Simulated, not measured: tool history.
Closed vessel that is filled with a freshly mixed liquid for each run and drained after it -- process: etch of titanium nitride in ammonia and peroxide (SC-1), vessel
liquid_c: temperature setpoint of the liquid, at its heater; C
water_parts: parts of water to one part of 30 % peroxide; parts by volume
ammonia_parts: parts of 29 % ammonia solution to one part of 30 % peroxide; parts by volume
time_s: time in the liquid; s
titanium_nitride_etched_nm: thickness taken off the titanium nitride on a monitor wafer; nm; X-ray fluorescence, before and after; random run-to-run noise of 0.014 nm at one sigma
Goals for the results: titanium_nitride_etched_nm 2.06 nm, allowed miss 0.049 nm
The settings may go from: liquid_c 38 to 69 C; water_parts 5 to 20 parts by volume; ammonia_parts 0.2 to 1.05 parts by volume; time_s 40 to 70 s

run	hour	liquid_c	water_parts	ammonia_parts	time_s	titanium_nitride_etched_nm
1	0	53	11	0.55	70	3.0631
2	6.3	52	11	0.55	70	2.8478
3	7.4	51	11	0.55	70	2.6361
4	9.2	57	11	0.55	70	4.0129
5	11.1	57	13	0.55	70	3.6602
6	15.1	57	13	0.55	70	3.6559
7	18.8	55.5	13	0.55	70	3.3006
8	28	54	13	0.55	70	3.0289
9	35	47	13	0.55	70	1.8522
10	43.4	47.5	13	0.55	70	1.9229
11	49.8	48	13	0.55	70	1.9807

Which single option among these 4 for the next run brings every result within its allowed miss of target? Just one does.
A	56.2	50.5	14.5	0.5	70	?
B	56.2	46.5	10.5	0.7	70	?
C	56.2	49.5	12.5	0.45	70	?
D	56.2	57	17	0.65	40	?

move	titanium_nitride_etched_nm
A	2.1586
B	2.0506
C	2.1403
D	1.8459
A: takes the biggest miss from the last run beyond its target
B: all results in spec
C: takes the biggest miss from the last run beyond its target
D: the biggest miss grows against the last run
Answer: B

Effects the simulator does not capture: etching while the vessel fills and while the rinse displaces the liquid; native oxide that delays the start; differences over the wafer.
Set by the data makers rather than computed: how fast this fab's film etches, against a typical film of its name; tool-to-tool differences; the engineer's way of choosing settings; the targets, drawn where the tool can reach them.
